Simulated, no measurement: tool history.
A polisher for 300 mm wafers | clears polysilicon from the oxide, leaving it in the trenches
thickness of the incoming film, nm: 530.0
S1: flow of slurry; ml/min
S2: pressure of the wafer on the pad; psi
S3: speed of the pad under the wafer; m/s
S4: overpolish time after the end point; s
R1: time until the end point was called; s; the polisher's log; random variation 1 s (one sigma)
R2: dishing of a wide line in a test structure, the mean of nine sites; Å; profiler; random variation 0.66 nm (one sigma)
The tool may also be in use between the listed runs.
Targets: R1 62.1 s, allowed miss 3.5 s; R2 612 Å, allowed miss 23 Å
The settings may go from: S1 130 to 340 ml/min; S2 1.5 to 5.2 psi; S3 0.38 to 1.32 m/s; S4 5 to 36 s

Run 1, day 0: S1 220 ml/min, S2 3.3 psi, S3 0.84 m/s, S4 18 s. Result: R1 37.919 s, R2 616.64 Å.
Run 2, day 0.325: S1 220 ml/min, S2 3.1 psi, S3 0.84 m/s, S4 19 s. Result: R1 40.687 s, R2 598.5 Å.
Run 3, day 0.592: S1 220 ml/min, S2 3.1 psi, S3 0.8 m/s, S4 21 s. Result: R1 42.261 s, R2 608.59 Å.
Run 4, day 0.788: S1 220 ml/min, S2 3 psi, S3 0.8 m/s, S4 23 s. Result: R1 43.867 s, R2 612.26 Å.
Run 5, day 1.05: S1 270 ml/min, S2 3 psi, S3 0.8 m/s, S4 23 s. Result: R1 42.244 s, R2 613.5 Å.
Run 6, day 1.2: S1 270 ml/min, S2 2.9 psi, S3 0.8 m/s, S4 24 s. Result: R1 44.171 s, R2 609.8 Å.
Run 7, day 1.538: S1 270 ml/min, S2 2.8 psi, S3 0.8 m/s, S4 25 s. Result: R1 46.291 s, R2 597.93 Å.
Run 8, day 1.821: S1 265 ml/min, S2 2.8 psi, S3 0.78 m/s, S4 26 s. Result: R1 46.425 s, R2 622.74 Å.
Run 9, day 1.842: S1 260 ml/min, S2 1.8 psi, S3 0.74 m/s, S4 27 s. Result: R1 72.011 s, R2 571.94 Å.
Run 10, day 2.129: S1 260 ml/min, S2 1.9 psi, S3 0.74 m/s, S4 28 s. Result: R1 69.705 s, R2 592 Å.

5 next moves are on the table. One of them brings every result within its allowed miss. Which?
Run A, day 2.417: S1 340 ml/min, S2 1.8 psi, S3 1.06 m/s, S4 31 s. Result: R1 ?, R2 ?.
Run B, day 2.417: S1 225 ml/min, S2 2 psi, S3 0.88 m/s, S4 29 s. Result: R1 ?, R2 ?.
Run C, day 2.417: S1 260 ml/min, S2 1.9 psi, S3 0.7 m/s, S4 31 s. Result: R1 ?, R2 ?.
Run D, day 2.417: S1 265 ml/min, S2 1.9 psi, S3 0.74 m/s, S4 30 s. Result: R1 ?, R2 ?.
Run E, day 2.417: S1 275 ml/min, S2 2.3 psi, S3 0.84 m/s, S4 28 s. Result: R1 ?, R2 ?.

move      R1      R2
   A  56.588  619.89
   B  60.112     613
   C   70.93  605.84
   D  68.602  605.88
   E  52.881  618.28
A: takes the result that was furthest off past its target
B: meets every target
C: further off than the last run
D: nearer than the last run, and not there yet
E: takes the result that was furthest off past its target
Answer: B
